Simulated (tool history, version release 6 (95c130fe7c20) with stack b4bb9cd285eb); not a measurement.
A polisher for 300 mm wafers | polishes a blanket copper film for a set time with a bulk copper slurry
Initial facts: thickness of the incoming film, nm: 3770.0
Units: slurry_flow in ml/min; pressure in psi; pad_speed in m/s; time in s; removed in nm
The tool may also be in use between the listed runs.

| run | hour | slurry_flow | pressure | pad_speed | slurry_solids | time | removed |
|---|---|---|---|---|---|---|---|
| 1 | 0.0 | 305 | 2.3 | 0.86 | 1.0 | 21 | 157.630 |
| 2 | 7.0 | 340 | 2.3 | 0.86 | 1.0 | 21 | 158.370 |
| 3 | 11.0 | 340 | 2.3 | 0.86 | 1.0 | 19 | 145.110 |
| 4 | 12.5 | 340 | 1.9 | 0.84 | 1.0 | 19 | 117.220 |
| 5 | 16.4 | 340 | 1.5 | 0.84 | 1.0 | 19 | 93.458 |
| 6 | 25.1 | 340 | 1.5 | 0.84 | 1.0 | 19 | 93.809 |
| 7 | 28.8 | 340 | 1.4 | 0.84 | 1.0 | 19 | 87.701 |
| 8 | 36.7 | 340 | 1.3 | 0.84 | 1.0 | 19 | 82.037 |

The next listed run, before its measurement:
| 9 | 41.9 | 340 | 1.2 | 0.84 | 1.0 | 19 | ? |

Run 9 yielded removed 76.769 nm.
